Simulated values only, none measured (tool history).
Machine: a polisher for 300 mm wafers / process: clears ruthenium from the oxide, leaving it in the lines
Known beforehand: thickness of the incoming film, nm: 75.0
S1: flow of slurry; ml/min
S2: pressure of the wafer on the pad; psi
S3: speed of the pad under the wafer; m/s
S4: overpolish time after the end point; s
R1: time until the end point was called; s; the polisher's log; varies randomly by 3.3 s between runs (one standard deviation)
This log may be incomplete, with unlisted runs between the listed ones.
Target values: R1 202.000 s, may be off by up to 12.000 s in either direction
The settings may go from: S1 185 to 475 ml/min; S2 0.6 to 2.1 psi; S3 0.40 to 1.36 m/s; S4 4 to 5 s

run 1 day=0.000 | S1=305 S2=1.3 S3=0.88 S4=5 | R1=103.670
run 2 day=0.367 | S1=305 S2=1.3 S3=0.98 S4=5 | R1=92.868
run 3 day=0.579 | S1=305 S2=1.3 S3=1.18 S4=5 | R1=79.877
run 4 day=0.658 | S1=305 S2=1.1 S3=1.18 S4=5 | R1=91.062
run 5 day=0.879 | S1=300 S2=1.0 S3=1.08 S4=5 | R1=110.120
run 6 day=0.983 | S1=295 S2=0.9 S3=1.02 S4=5 | R1=127.820
run 7 day=1.067 | S1=295 S2=0.8 S3=0.98 S4=5 | R1=148.630
run 8 day=1.125 | S1=295 S2=0.8 S3=0.96 S4=5 | R1=151.660
run 9 day=1.317 | S1=290 S2=0.6 S3=0.82 S4=5 | R1=225.820

5 candidate next runs follow, results not yet known. Just one meets every target within its allowed miss. Identify it.
run A day=1.508 | S1=280 S2=0.6 S3=0.84 S4=5 | R1=?
run B day=1.508 | S1=335 S2=0.6 S3=0.72 S4=5 | R1=?
run C day=1.508 | S1=275 S2=0.8 S3=0.70 S4=4 | R1=?
run D day=1.508 | S1=235 S2=0.6 S3=0.82 S4=5 | R1=?
run E day=1.508 | S1=265 S2=0.8 S3=0.62 S4=4 | R1=?

move=A R1=222.530
move=B R1=253.940
move=C R1=204.710
move=D R1=232.400
move=E R1=230.940
A: closes in on the targets versus the last run, not all within tolerance yet
B: moves away from the targets compared with the last run
C: every result within its allowed miss
D: moves away from the targets compared with the last run
E: moves away from the targets compared with the last run
The right move is C.

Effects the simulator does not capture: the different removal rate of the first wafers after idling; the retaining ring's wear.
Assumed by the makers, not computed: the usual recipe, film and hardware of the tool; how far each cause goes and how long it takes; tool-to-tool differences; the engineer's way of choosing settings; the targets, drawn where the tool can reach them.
